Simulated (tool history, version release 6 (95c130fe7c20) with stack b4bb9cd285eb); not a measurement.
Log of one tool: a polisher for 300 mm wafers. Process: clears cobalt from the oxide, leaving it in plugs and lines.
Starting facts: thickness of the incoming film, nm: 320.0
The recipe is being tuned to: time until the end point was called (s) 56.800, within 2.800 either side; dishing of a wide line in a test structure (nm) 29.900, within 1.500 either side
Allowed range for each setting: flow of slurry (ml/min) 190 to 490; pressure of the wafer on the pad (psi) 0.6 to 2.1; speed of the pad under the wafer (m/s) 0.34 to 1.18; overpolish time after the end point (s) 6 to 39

run	day	flow of slurry (ml/min)	pressure of the wafer on the pad (psi)	speed of the pad under the wafer (m/s)	overpolish time after the end point (s)	time until the end point was called (s)	dishing of a wide line in a test structure (nm)
1	0.000	315	1.3	0.76	20	107.850	39.123
2	0.088	315	1.3	0.76	27	107.350	46.141
3	0.321	310	1.5	0.76	22	91.174	46.358
4	0.533	310	1.5	0.92	22	78.103	50.043
5	0.904	240	1.5	0.92	22	78.122	50.167
6	1.008	285	1.5	0.98	18	74.433	46.882
7	1.238	260	1.5	1.02	15	71.059	43.124
8	1.604	245	1.5	1.06	13	69.043	40.829
9	1.871	230	1.5	1.08	11	67.474	35.536
10	2.146	190	1.7	1.14	6	58.686	26.508
11	2.346	200	1.7	1.14	6	56.116	26.078
12	2.688	190	1.7	1.14	11	58.202	40.037
13	2.738	205	1.7	1.12	11	57.995	39.986
14	2.846	220	1.7	1.10	10	59.120	36.954

Next run, 5 choices. One meets every target within its allowed miss, the rest don't. Which?
A	2.954	225	1.8	1.04	18	?	?
B	2.954	190	1.8	0.96	8	?	?
C	2.954	220	1.8	1.10	7	?	?
D	2.954	190	2.0	1.14	6	?	?
E	2.954	205	1.7	1.18	16	?	?

move	time until the end point was called (s)	dishing of a wide line in a test structure (nm)
A	57.979	51.210
B	63.562	29.736
C	54.980	29.970
D	48.461	29.344
E	54.584	49.856
A: moves away from the targets compared with the last run
B: the worst result of the last run now meets its target, but another is out of spec
C: every result within its allowed miss
D: the worst result of the last run now meets its target, but another is out of spec
E: moves away from the targets compared with the last run
Correct choice: C, which meets every target

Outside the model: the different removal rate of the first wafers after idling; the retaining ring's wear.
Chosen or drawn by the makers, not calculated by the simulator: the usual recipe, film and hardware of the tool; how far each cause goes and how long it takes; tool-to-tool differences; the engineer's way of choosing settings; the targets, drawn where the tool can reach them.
